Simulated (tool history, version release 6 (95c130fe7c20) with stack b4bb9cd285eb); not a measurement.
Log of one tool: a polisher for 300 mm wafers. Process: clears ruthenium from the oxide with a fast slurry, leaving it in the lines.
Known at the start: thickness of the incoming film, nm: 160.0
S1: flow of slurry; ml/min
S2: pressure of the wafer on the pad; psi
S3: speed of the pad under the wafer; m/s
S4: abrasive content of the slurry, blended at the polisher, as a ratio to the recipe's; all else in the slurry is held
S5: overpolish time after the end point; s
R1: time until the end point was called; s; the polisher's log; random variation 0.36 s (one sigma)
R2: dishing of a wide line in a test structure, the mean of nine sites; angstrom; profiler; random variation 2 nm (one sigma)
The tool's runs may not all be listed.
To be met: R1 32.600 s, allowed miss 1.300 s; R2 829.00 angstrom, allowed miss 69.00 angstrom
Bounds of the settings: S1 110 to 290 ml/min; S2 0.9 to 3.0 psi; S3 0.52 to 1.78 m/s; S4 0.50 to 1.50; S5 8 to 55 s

run	day	S1	S2	S3	S4	S5	R1	R2
1	0.000	185	1.9	1.14	1.00	28	54.750	547.12
2	0.067	185	2.0	1.14	1.00	28	51.196	550.10
3	0.279	185	2.1	1.14	1.00	29	49.561	596.00
4	0.512	185	2.2	1.14	1.00	29	47.090	608.00
5	0.542	185	2.2	1.14	1.00	34	47.539	647.18
6	0.888	185	2.3	1.14	1.00	34	46.901	684.34
7	1.054	195	2.9	1.22	1.00	27	34.461	708.11
8	1.262	195	2.9	1.22	1.00	28	33.766	698.27
9	1.342	195	2.9	1.22	1.00	29	33.782	690.64

5 next moves are on the table. One of them brings every result within its allowed miss. Which?
A	1.421	180	2.5	1.56	0.90	36	?	?
B	1.421	190	2.9	1.40	0.95	38	?	?
C	1.421	180	2.9	0.98	1.50	42	?	?
D	1.421	200	3.0	1.42	0.90	35	?	?
E	1.421	205	3.0	1.32	1.05	34	?	?

move	R1	R2
A	32.984	802.55
B	30.719	841.02
C	36.524	819.01
D	29.804	825.47
E	29.877	815.77
A: meets every target
B: brings the result that was furthest off to its target, and leaves another outside
C: brings the result that was furthest off to its target, and leaves another outside
D: brings the result that was furthest off to its target, and leaves another outside
E: brings the result that was furthest off to its target, and leaves another outside
Move A is the one to make.
